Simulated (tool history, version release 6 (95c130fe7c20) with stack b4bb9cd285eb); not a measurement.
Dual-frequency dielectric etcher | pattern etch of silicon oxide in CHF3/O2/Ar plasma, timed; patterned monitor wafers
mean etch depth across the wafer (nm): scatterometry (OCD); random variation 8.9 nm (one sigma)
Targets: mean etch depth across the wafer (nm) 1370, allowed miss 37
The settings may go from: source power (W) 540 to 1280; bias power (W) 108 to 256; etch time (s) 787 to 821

run	hour	source power (W)	bias power (W)	etch time (s)	mean etch depth across the wafer (nm)
1	0	910	182	787	1837.6
2	4.2	1020	182	787	1955
3	10.2	900	167	787	1777.1
4	18.2	810	156	787	1617
5	26.3	750	154	787	1545.1
6	33.3	710	152	787	1463.8
7	41.4	690	151	787	1441.3
8	43.7	680	151	787	1417.5

Which of these 5 next moves meets every target?
A	46	650	158	787	?
B	46	610	149	787	?
C	46	680	141	821	?
D	46	740	124	821	?
E	46	700	147	821	?

move	mean etch depth across the wafer (nm)
A	1397.9
B	1303
C	1462.8
D	1504.7
E	1513.2
A: meets every target
B: takes the result that was furthest off past its target
C: further off than the last run
D: further off than the last run
E: further off than the last run
Move A is the one to make.
